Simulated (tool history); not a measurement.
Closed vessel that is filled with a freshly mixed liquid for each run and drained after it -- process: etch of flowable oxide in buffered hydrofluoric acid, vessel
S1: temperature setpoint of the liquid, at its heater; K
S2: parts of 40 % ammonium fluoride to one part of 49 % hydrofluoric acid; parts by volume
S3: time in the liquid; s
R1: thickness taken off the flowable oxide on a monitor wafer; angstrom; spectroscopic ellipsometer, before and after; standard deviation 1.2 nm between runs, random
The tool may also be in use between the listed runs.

{"run": 1, "hour": 0.0, "S1": 297.15, "S2": 14, "S3": 100, "R1": 3502.4}
{"run": 2, "hour": 6.5, "S1": 297.15, "S2": 14, "S3": 105, "R1": 3659.9}
{"run": 3, "hour": 9.6, "S1": 297.15, "S2": 11, "S3": 105, "R1": 4662.6}
{"run": 4, "hour": 17.6, "S1": 297.15, "S2": 9.5, "S3": 105, "R1": 5429}
{"run": 5, "hour": 24.2, "S1": 298.65, "S2": 9.5, "S3": 105, "R1": 5791.3}
{"run": 6, "hour": 31.5, "S1": 296.65, "S2": 10.5, "S3": 105, "R1": 4726.3}
{"run": 7, "hour": 36.2, "S1": 295.15, "S2": 11, "S3": 105, "R1": 4180.4}

Run 8 has not been measured yet. What should we expect?
{"hour": 43.5, "done": "hydrofluoric acid flow meter replaced"}
{"run": 8, "hour": 43.5, "S1": 291.15, "S2": 12.5, "S3": 105, "R1": "?"}

Run 8 measured R1 3086.5 angstrom.

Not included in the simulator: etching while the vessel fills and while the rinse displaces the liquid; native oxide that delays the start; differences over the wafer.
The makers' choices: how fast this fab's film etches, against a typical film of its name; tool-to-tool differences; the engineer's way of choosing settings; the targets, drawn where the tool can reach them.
